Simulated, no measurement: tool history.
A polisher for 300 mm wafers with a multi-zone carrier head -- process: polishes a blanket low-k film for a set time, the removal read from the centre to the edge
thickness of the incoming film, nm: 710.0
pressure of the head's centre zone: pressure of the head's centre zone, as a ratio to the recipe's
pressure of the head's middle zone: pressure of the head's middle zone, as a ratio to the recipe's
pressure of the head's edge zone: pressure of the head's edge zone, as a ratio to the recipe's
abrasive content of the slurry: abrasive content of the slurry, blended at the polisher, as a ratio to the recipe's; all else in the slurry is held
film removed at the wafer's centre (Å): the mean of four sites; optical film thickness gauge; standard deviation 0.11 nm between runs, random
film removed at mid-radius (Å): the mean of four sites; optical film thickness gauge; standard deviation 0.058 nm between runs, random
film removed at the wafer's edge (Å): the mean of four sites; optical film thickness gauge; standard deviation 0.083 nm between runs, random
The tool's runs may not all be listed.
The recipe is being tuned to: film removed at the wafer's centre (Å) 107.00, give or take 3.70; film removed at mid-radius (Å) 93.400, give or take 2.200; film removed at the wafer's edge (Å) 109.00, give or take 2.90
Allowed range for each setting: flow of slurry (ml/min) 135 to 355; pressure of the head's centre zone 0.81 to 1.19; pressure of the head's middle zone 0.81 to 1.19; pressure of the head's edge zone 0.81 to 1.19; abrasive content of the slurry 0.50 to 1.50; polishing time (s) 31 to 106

run  hour  flow of slurry (ml/min)  pressure of the head's centre zone  pressure of the head's middle zone  pressure of the head's edge zone  abrasive content of the slurry  polishing time (s)  film removed at the wafer's centre (Å)  film removed at mid-radius (Å)  film removed at the wafer's edge (Å)
  1   0.0                      225                                1.00                                1.00                              1.00                            1.00                  68                                  149.37                         144.500                                144.62
  2   2.4                      225                                1.00                                1.00                              1.00                            1.20                  68                                  164.24                         162.020                                163.19
  3  11.0                      220                                0.99                                0.98                              1.00                            1.10                  68                                  154.31                         150.630                                153.35
  4  18.7                      220                                0.96                                0.98                              1.00                            1.10                  68                                  152.61                         150.750                                153.42
  5  20.3                      220                                0.91                                0.98                              1.00                            1.10                  68                                  142.28                         150.750                                153.39
  6  21.6                      215                                0.91                                0.96                              1.00                            1.05                  68                                  139.36                         143.270                                148.00
  7  22.2                      210                                0.91                                0.94                              1.00                            1.00                  68                                  132.16                         135.570                                143.53
  8  26.3                      205                                0.92                                0.92                              0.99                            0.95                  68                                  129.59                         127.780                                137.58
  9  30.4                      205                                0.92                                0.92                              0.99                            0.95                  68                                  130.51                         127.680                                138.35

Of the 4 settings listed for the next run, only one would bring every result within its allowed miss of target. Which one?
  A  34.5                      205                                0.98                                0.85                              0.98                            0.90                  59                                       ?                               ?                                     ?
  B  34.5                      225                                0.95                                0.81                              0.83                            0.80                  66                                       ?                               ?                                     ?
  C  34.5                      170                                1.04                                0.81                              0.92                            0.95                  57                                       ?                               ?                                     ?
  D  34.5                      235                                0.94                                0.81                              0.96                            0.85                  59                                       ?                               ?                                     ?

move  film removed at the wafer's centre (Å)  film removed at mid-radius (Å)  film removed at the wafer's edge (Å)
   A                                  114.66                          99.587                                113.44
   B                                  114.12                          98.224                                107.47
   C                                  118.03                          93.182                                108.21
   D                                  107.25                          93.229                                108.87
A: nearer the targets than the last run, but a result is still out of spec
B: nearer the targets than the last run, but a result is still out of spec
C: the worst result of the last run now meets its target, but another is out of spec
D: in spec on every target
Go with D: it meets all targets.
